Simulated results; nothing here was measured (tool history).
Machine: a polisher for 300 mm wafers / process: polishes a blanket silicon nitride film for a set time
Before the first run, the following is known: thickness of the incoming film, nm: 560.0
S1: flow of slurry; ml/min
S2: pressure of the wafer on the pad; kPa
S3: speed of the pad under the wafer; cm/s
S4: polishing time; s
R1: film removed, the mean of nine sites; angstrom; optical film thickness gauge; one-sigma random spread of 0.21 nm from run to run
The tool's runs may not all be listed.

run,hour,S1,S2,S3,S4,R1
1,0,130,17.2,86,32,426.73
2,6.2,120,15.9,86,32,387.44
3,14.7,115,15.2,86,32,368.86
4,16.1,110,14.5,86,32,353.15
5,22.5,105,13.8,86,32,330.63
6,28.6,105,13.8,104,32,373.16
7,29.9,100,13.1,104,32,352.2
8,38.5,95,12.4,104,32,338.89

Run 9, settings as shown, results not yet in. Your forecast:
9,44.1,90,12.4,104,32,?

R1: 332.85 angstrom
